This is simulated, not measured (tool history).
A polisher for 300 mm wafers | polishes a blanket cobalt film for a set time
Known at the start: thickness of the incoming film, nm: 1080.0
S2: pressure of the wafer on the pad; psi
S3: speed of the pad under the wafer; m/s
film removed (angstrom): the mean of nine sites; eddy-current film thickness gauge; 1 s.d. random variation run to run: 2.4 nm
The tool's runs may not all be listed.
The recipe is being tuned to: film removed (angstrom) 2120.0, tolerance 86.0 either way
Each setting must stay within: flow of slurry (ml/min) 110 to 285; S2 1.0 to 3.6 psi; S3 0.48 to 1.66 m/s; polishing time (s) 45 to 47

run 1 hour=0.0 | flow_of_slurry_(ml/min)=180 S2=2.3 S3=1.06 polishing_time_(s)=45 | film_removed_(angstrom)=3267.4
run 2 hour=3.6 | flow_of_slurry_(ml/min)=180 S2=2.1 S3=1.06 polishing_time_(s)=45 | film_removed_(angstrom)=2955.3
run 3 hour=9.0 | flow_of_slurry_(ml/min)=180 S2=2.0 S3=1.06 polishing_time_(s)=45 | film_removed_(angstrom)=2794.0
run 4 hour=11.5 | flow_of_slurry_(ml/min)=180 S2=2.3 S3=1.06 polishing_time_(s)=45 | film_removed_(angstrom)=3170.6
run 5 hour=18.2 | flow_of_slurry_(ml/min)=180 S2=2.3 S3=1.06 polishing_time_(s)=47 | film_removed_(angstrom)=3375.3
run 6 hour=22.5 | flow_of_slurry_(ml/min)=180 S2=2.3 S3=1.30 polishing_time_(s)=47 | film_removed_(angstrom)=4054.0
run 7 hour=29.1 | flow_of_slurry_(ml/min)=180 S2=2.0 S3=1.28 polishing_time_(s)=47 | film_removed_(angstrom)=3519.1
run 8 hour=31.6 | flow_of_slurry_(ml/min)=180 S2=1.8 S3=1.26 polishing_time_(s)=47 | film_removed_(angstrom)=3122.6
run 9 hour=32.7 | flow_of_slurry_(ml/min)=180 S2=1.6 S3=1.26 polishing_time_(s)=47 | film_removed_(angstrom)=2803.3
run 10 hour=33.6 | flow_of_slurry_(ml/min)=180 S2=1.5 S3=1.26 polishing_time_(s)=47 | film_removed_(angstrom)=2652.8
run 11 hour=42.1 | flow_of_slurry_(ml/min)=180 S2=1.4 S3=1.26 polishing_time_(s)=47 | film_removed_(angstrom)=2440.3
run 12 hour=48.5 | flow_of_slurry_(ml/min)=175 S2=1.3 S3=1.26 polishing_time_(s)=47 | film_removed_(angstrom)=2333.1
run 13 hour=54.6 | flow_of_slurry_(ml/min)=170 S2=1.3 S3=1.26 polishing_time_(s)=47 | film_removed_(angstrom)=2253.0

Pick the move, out of 5, that brings all results within their allowed miss; only one does.
run A hour=60.7 | flow_of_slurry_(ml/min)=165 S2=1.3 S3=1.38 polishing_time_(s)=47 | film_removed_(angstrom)=?
run B hour=60.7 | flow_of_slurry_(ml/min)=165 S2=1.4 S3=1.12 polishing_time_(s)=46 | film_removed_(angstrom)=?
run C hour=60.7 | flow_of_slurry_(ml/min)=170 S2=1.6 S3=1.18 polishing_time_(s)=46 | film_removed_(angstrom)=?
run D hour=60.7 | flow_of_slurry_(ml/min)=145 S2=1.4 S3=1.26 polishing_time_(s)=47 | film_removed_(angstrom)=?
run E hour=60.7 | flow_of_slurry_(ml/min)=150 S2=1.6 S3=1.16 polishing_time_(s)=47 | film_removed_(angstrom)=?

move=A film_removed_(angstrom)=2480.4
move=B film_removed_(angstrom)=2125.3
move=C film_removed_(angstrom)=2553.2
move=D film_removed_(angstrom)=2375.9
move=E film_removed_(angstrom)=2507.2
A: further off than the last run
B: hits every target within its allowed miss
C: further off than the last run
D: further off than the last run
E: further off than the last run
The right move is B.

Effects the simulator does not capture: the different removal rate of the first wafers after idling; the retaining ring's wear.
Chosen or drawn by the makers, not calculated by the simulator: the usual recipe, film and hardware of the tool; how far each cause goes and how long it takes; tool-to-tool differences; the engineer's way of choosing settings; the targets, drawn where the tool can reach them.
